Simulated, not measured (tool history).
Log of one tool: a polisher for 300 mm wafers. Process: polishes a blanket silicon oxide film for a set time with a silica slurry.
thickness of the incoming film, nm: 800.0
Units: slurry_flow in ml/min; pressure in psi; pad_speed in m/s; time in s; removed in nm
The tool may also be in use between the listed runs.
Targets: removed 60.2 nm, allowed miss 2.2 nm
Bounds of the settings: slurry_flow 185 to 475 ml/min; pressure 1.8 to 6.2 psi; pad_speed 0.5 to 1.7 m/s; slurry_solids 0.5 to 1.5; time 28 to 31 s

| run | hour | slurry_flow | pressure | pad_speed | slurry_solids | time | removed |
|---|---|---|---|---|---|---|---|
| 1 | 0 | 305 | 4 | 1.1 | 1 | 31 | 91.509 |
| 2 | 8.2 | 305 | 3.7 | 1.1 | 1 | 31 | 86.862 |
| 3 | 11.2 | 305 | 3.7 | 1.1 | 0.9 | 31 | 81.753 |
| 4 | 18.8 | 365 | 3.7 | 1.1 | 0.9 | 31 | 84.402 |
| 5 | 25.1 | 365 | 3.7 | 1.1 | 0.9 | 31 | 83.776 |
| 6 | 28.9 | 320 | 3.7 | 1.1 | 0.9 | 31 | 82.217 |
| 7 | 29.4 | 320 | 3.4 | 1.1 | 0.9 | 31 | 75.745 |
| 8 | 37.7 | 315 | 3.2 | 1.1 | 0.9 | 31 | 72.478 |
| 9 | 39.9 | 315 | 3.1 | 1.1 | 0.9 | 31 | 70.954 |
| 10 | 40.4 | 315 | 3 | 1.1 | 0.9 | 31 | 68.144 |
| 11 | 48.4 | 315 | 2.9 | 1.1 | 0.9 | 31 | 66.065 |
| 12 | 57.1 | 315 | 2.8 | 1.1 | 0.9 | 31 | 64.774 |

5 next moves are on the table. One of them brings every result within its allowed miss. Which?
| A | 65.8 | 255 | 3.6 | 1.18 | 0.75 | 31 | ? |
| B | 65.8 | 270 | 3.1 | 1.06 | 1.1 | 29 | ? |
| C | 65.8 | 315 | 2.6 | 1.06 | 1.1 | 29 | ? |
| D | 65.8 | 335 | 3 | 1.26 | 0.8 | 28 | ? |
| E | 65.8 | 285 | 3.1 | 1.26 | 0.7 | 31 | ? |

| move | removed |
|---|---|
| A | 74.943 |
| B | 69.108 |
| C | 60.265 |
| D | 64.76 |
| E | 67.257 |
A: further off than the last run
B: further off than the last run
C: meets every target
D: as far off as the last run
E: further off than the last run
Answer: C

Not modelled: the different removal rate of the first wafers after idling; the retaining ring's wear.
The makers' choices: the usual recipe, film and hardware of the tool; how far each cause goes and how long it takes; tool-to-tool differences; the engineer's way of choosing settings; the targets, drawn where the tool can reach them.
